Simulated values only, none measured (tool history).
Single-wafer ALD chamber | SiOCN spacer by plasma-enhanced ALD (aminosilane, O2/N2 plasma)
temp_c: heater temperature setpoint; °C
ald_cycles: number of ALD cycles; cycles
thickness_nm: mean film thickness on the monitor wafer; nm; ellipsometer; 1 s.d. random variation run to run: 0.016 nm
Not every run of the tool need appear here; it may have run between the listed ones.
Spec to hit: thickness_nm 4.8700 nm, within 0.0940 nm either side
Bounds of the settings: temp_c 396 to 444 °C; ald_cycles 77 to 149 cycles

Run 1, hour 0.0: temp_c 420 °C, ald_cycles 113 cycles. Result: thickness_nm 6.4480 nm.
Run 2, hour 4.3: temp_c 420 °C, ald_cycles 104 cycles. Result: thickness_nm 5.9381 nm.
Run 3, hour 8.5: temp_c 420 °C, ald_cycles 91 cycles. Result: thickness_nm 5.1774 nm.
Run 4, hour 12.9: temp_c 411 °C, ald_cycles 91 cycles. Result: thickness_nm 5.3407 nm.
Run 5, hour 21.1: temp_c 405 °C, ald_cycles 91 cycles. Result: thickness_nm 5.4630 nm.
Run 6, hour 29.1: temp_c 405 °C, ald_cycles 98 cycles. Result: thickness_nm 5.8691 nm.
Run 7, hour 36.2: temp_c 412 °C, ald_cycles 95 cycles. Result: thickness_nm 5.5538 nm.
Run 8, hour 42.0: temp_c 417 °C, ald_cycles 93 cycles. Result: thickness_nm 5.3369 nm.

Which of these 4 next moves meets every target?
Run A, hour 47.8: temp_c 421 °C, ald_cycles 81 cycles. Result: thickness_nm ?.
Run B, hour 47.8: temp_c 424 °C, ald_cycles 83 cycles. Result: thickness_nm ?.
Run C, hour 47.8: temp_c 423 °C, ald_cycles 92 cycles. Result: thickness_nm ?.
Run D, hour 47.8: temp_c 417 °C, ald_cycles 84 cycles. Result: thickness_nm ?.

move  thickness_nm
   A        4.5917
   B        4.6555
   C        5.1786
   D        4.8287
A: moves the result that the last run missed by most past its target, out the other side
B: moves the result that the last run missed by most past its target, out the other side
C: nearer than the last run, and not there yet
D: every result lands within tolerance
The move that meets every target is D.
